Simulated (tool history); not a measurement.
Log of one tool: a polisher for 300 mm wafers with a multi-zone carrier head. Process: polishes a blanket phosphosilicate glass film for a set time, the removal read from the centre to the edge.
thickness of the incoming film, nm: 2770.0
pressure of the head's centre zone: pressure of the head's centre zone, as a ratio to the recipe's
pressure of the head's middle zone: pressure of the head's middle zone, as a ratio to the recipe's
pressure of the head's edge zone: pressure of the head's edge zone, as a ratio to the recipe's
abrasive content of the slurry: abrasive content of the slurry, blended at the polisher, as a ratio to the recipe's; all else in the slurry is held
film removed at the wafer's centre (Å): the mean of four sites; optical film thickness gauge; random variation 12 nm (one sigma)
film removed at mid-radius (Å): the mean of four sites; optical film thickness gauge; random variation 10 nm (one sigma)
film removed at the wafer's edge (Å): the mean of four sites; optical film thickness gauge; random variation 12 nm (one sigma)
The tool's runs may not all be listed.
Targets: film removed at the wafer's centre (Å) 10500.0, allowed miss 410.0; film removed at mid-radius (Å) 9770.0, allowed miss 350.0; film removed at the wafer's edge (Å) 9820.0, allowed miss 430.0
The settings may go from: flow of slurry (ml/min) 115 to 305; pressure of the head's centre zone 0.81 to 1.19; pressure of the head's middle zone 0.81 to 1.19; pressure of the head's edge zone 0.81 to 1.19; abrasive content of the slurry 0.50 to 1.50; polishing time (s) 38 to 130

| run | hour | flow of slurry (ml/min) | pressure of the head's centre zone | pressure of the head's middle zone | pressure of the head's edge zone | abrasive content of the slurry | polishing time (s) | film removed at the wafer's centre (Å) | film removed at mid-radius (Å) | film removed at the wafer's edge (Å) |
|---|---|---|---|---|---|---|---|---|---|---|
| 1 | 0.0 | 195 | 1.00 | 1.00 | 1.00 | 1.00 | 84 | 7103.1 | 7005.7 | 6942.0 |
| 2 | 6.1 | 200 | 1.02 | 1.01 | 1.03 | 1.10 | 85 | 7646.2 | 7363.2 | 7400.9 |
| 3 | 7.9 | 155 | 1.02 | 1.01 | 1.03 | 1.10 | 85 | 7385.1 | 7087.1 | 7080.6 |
| 4 | 11.3 | 175 | 1.04 | 1.03 | 1.05 | 1.20 | 86 | 8036.7 | 7803.8 | 7870.3 |
| 5 | 19.1 | 190 | 1.07 | 1.05 | 1.07 | 1.25 | 86 | 8549.7 | 8023.9 | 7789.0 |
| 6 | 25.6 | 200 | 1.07 | 1.05 | 1.08 | 1.30 | 88 | 8828.6 | 8445.1 | 8571.8 |
| 7 | 27.7 | 210 | 1.09 | 1.06 | 1.09 | 1.35 | 88 | 9268.6 | 8783.8 | 8589.8 |
| 8 | 33.0 | 215 | 1.10 | 1.06 | 1.10 | 1.40 | 89 | 9594.4 | 8898.7 | 9105.1 |
| 9 | 40.3 | 250 | 1.15 | 1.14 | 1.12 | 1.50 | 89 | 10500.0 | 9867.2 | 9274.4 |

Which of these 5 next moves meets every target?
| A | 47.6 | 290 | 1.13 | 1.10 | 1.19 | 1.35 | 92 | ? | ? | ? |
| B | 47.6 | 270 | 1.19 | 1.19 | 1.01 | 1.45 | 87 | ? | ? | ? |
| C | 47.6 | 230 | 1.12 | 1.19 | 1.16 | 1.45 | 86 | ? | ? | ? |
| D | 47.6 | 300 | 1.15 | 1.19 | 0.99 | 1.15 | 98 | ? | ? | ? |
| E | 47.6 | 190 | 1.04 | 1.11 | 1.19 | 1.50 | 92 | ? | ? | ? |

| move | film removed at the wafer's centre (Å) | film removed at mid-radius (Å) | film removed at the wafer's edge (Å) |
|---|---|---|---|
| A | 10469.0 | 9641.1 | 9820.0 |
| B | 10630.0 | 9945.3 | 8718.3 |
| C | 9705.5 | 9671.3 | 9124.9 |
| D | 10708.0 | 10359.0 | 8970.1 |
| E | 9507.7 | 9648.8 | 9859.5 |
A: meets every target
B: further off than the last run
C: further off than the last run
D: further off than the last run
E: brings the result that was furthest off to its target, and leaves another outside
Answer: A
